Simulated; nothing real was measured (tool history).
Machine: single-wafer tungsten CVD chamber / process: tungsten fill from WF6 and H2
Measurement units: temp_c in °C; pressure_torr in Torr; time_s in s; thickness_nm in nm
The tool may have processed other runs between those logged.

run	hour	temp_c	pressure_torr	time_s	thickness_nm
1	0.0	395	30.6	26.7	67.024
2	0.9	405	30.6	26.7	82.377
3	7.8	405	30.6	26.7	82.673
4	11.4	399	30.3	26.7	72.655
5	16.9	394	30.0	26.7	65.093
6	21.6	394	33.4	26.7	68.392
7	29.3	394	33.4	26.7	68.070
8	36.5	394	33.4	26.7	68.168

Forecast run 9:
9	41.4	390	33.2	26.7	?

{"run 9": {"thickness_nm": 62.117}}
